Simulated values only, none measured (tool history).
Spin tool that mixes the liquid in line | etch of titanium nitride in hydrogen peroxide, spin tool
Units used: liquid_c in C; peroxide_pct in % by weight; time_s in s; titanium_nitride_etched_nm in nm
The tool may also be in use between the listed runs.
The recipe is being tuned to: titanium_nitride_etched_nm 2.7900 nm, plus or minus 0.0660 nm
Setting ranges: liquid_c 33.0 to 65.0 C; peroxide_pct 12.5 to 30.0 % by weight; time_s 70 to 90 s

Run 1, day 0.000: liquid_c 49.0 C, peroxide_pct 23.5 % by weight, time_s 90 s. Result: titanium_nitride_etched_nm 3.8478 nm.
Run 2, day 0.262: liquid_c 49.0 C, peroxide_pct 23.5 % by weight, time_s 90 s. Result: titanium_nitride_etched_nm 3.7985 nm.
Run 3, day 0.362: liquid_c 49.0 C, peroxide_pct 23.5 % by weight, time_s 90 s. Result: titanium_nitride_etched_nm 3.7498 nm.
Run 4, day 0.479: liquid_c 48.0 C, peroxide_pct 23.5 % by weight, time_s 90 s. Result: titanium_nitride_etched_nm 3.4947 nm.
Run 5, day 0.625: liquid_c 52.5 C, peroxide_pct 23.5 % by weight, time_s 90 s. Result: titanium_nitride_etched_nm 4.8994 nm.
Run 6, day 0.917: liquid_c 52.5 C, peroxide_pct 21.5 % by weight, time_s 90 s. Result: titanium_nitride_etched_nm 4.7954 nm.
Run 7, day 1.292: liquid_c 50.0 C, peroxide_pct 21.5 % by weight, time_s 90 s. Result: titanium_nitride_etched_nm 3.9598 nm.
At day 1.446: new drum of peroxide connected.
Run 8, day 1.446: liquid_c 48.5 C, peroxide_pct 21.5 % by weight, time_s 90 s. Result: titanium_nitride_etched_nm 3.6589 nm.

Which one of the following 4 next-run settings gets every result inside its allowed miss? There is exactly one.
Run A, day 1.600: liquid_c 49.0 C, peroxide_pct 21.0 % by weight, time_s 70 s. Result: titanium_nitride_etched_nm ?.
Run B, day 1.600: liquid_c 47.0 C, peroxide_pct 22.5 % by weight, time_s 80 s. Result: titanium_nitride_etched_nm ?.
Run C, day 1.600: liquid_c 48.0 C, peroxide_pct 24.5 % by weight, time_s 70 s. Result: titanium_nitride_etched_nm ?.
Run D, day 1.600: liquid_c 46.5 C, peroxide_pct 22.5 % by weight, time_s 90 s. Result: titanium_nitride_etched_nm ?.

move  titanium_nitride_etched_nm
   A                      2.9356
   B                      2.9419
   C                      2.8218
   D                      3.1899
A: closes in on the targets versus the last run, not all within tolerance yet
B: closes in on the targets versus the last run, not all within tolerance yet
C: in spec on every target
D: closes in on the targets versus the last run, not all within tolerance yet
C is the move that brings every result within its allowed miss.

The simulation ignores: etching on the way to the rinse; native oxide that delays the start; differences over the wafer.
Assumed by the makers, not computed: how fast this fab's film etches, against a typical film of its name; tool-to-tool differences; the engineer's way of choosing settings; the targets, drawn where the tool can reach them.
